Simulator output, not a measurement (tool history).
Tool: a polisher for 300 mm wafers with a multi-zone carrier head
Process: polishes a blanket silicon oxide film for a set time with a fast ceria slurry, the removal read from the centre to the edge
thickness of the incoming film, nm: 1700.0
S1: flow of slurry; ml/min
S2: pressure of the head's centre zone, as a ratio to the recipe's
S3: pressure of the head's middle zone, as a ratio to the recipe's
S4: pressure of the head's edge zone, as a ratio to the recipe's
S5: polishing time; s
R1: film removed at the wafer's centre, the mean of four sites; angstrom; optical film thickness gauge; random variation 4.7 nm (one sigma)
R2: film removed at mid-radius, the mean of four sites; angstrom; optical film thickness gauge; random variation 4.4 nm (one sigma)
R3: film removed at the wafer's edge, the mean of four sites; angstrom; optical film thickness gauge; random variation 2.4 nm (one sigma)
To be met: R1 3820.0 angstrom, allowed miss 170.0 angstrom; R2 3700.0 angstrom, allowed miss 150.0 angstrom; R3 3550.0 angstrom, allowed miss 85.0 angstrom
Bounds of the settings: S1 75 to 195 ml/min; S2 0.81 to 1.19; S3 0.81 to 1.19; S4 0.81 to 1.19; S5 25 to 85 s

{"run": 1, "hour": 0.0, "S1": 125, "S2": 1.0, "S3": 1.0, "S4": 1.0, "S5": 55, "R1": 5031.1, "R2": 4616.0, "R3": 4725.8}
{"run": 2, "hour": 8.2, "S1": 125, "S2": 1.0, "S3": 1.0, "S4": 1.0, "S5": 62, "R1": 5467.1, "R2": 5189.3, "R3": 5233.6}
{"run": 3, "hour": 13.2, "S1": 120, "S2": 0.99, "S3": 1.0, "S4": 0.96, "S5": 58, "R1": 5135.6, "R2": 4788.9, "R3": 4854.2}
{"run": 4, "hour": 17.8, "S1": 120, "S2": 1.05, "S3": 1.0, "S4": 0.96, "S5": 58, "R1": 5494.5, "R2": 4799.2, "R3": 4846.4}
{"run": 5, "hour": 21.6, "S1": 120, "S2": 1.05, "S3": 1.0, "S4": 1.04, "S5": 58, "R1": 5416.8, "R2": 4874.4, "R3": 5031.1}
{"run": 6, "hour": 27.5, "S1": 120, "S2": 1.05, "S3": 0.96, "S4": 1.04, "S5": 58, "R1": 5436.5, "R2": 4729.4, "R3": 4957.8}
{"run": 7, "hour": 36.0, "S1": 120, "S2": 1.02, "S3": 0.99, "S4": 0.99, "S5": 54, "R1": 5013.3, "R2": 4418.5, "R3": 4506.8}
{"run": 8, "hour": 40.3, "S1": 115, "S2": 0.99, "S3": 1.0, "S4": 0.96, "S5": 52, "R1": 4506.4, "R2": 4372.0, "R3": 4286.4}
{"run": 9, "hour": 43.9, "S1": 90, "S2": 1.02, "S3": 0.95, "S4": 0.86, "S5": 45, "R1": 3923.6, "R2": 3417.4, "R3": 3432.4}

Which of these 5 next moves meets every target?
{"run": "A", "hour": 47.5, "S1": 160, "S2": 1.02, "S3": 0.87, "S4": 0.81, "S5": 43, "R1": "?", "R2": "?", "R3": "?"}
{"run": "B", "hour": 47.5, "S1": 75, "S2": 0.98, "S3": 1.0, "S4": 0.86, "S5": 47, "R1": "?", "R2": "?", "R3": "?"}
{"run": "C", "hour": 47.5, "S1": 90, "S2": 0.87, "S3": 1.13, "S4": 0.84, "S5": 45, "R1": "?", "R2": "?", "R3": "?"}
{"run": "D", "hour": 47.5, "S1": 80, "S2": 0.9, "S3": 1.06, "S4": 0.86, "S5": 44, "R1": "?", "R2": "?", "R3": "?"}
{"run": "E", "hour": 47.5, "S1": 85, "S2": 1.03, "S3": 0.98, "S4": 0.81, "S5": 48, "R1": "?", "R2": "?", "R3": "?"}

move=A R1=4139.2 R2=3297.5 R3=3455.1
move=B R1=3877.1 R2=3650.1 R3=3601.8
move=C R1=3438.1 R2=3980.8 R3=3465.9
move=D R1=3398.3 R2=3624.2 R3=3389.7
move=E R1=4226.5 R2=3728.7 R3=3625.8
A: further off than the last run
B: meets every target
C: takes the result that was furthest off past its target
D: brings the result that was furthest off to its target, and leaves another outside
E: brings the result that was furthest off to its target, and leaves another outside
Move B is the one to make.
